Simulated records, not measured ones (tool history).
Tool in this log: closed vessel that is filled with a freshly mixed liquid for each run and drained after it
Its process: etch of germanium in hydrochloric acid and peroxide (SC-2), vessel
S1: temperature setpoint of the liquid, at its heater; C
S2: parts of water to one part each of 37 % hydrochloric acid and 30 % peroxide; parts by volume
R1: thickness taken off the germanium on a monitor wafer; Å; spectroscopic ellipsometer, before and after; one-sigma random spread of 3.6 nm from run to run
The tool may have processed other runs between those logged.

run 1 hour=0 | S1=54 S2=5 time_in_the_liquid_(s)=95 | R1=2830.9
run 2 hour=5.4 | S1=54 S2=6 time_in_the_liquid_(s)=95 | R1=2851.5
run 3 hour=14.4 | S1=55.5 S2=6 time_in_the_liquid_(s)=95 | R1=2902
run 4 hour=17.3 | S1=57 S2=6 time_in_the_liquid_(s)=95 | R1=3092.8
run 5 hour=23.2 | S1=58 S2=6 time_in_the_liquid_(s)=95 | R1=3216.3
run 6 hour=24.8 | S1=62 S2=6 time_in_the_liquid_(s)=95 | R1=3588

What does the tool deliver on the next run?
run 7 hour=33.2 | S1=62 S2=6 time_in_the_liquid_(s)=95 | R1=?

R1: 3576.4 Å
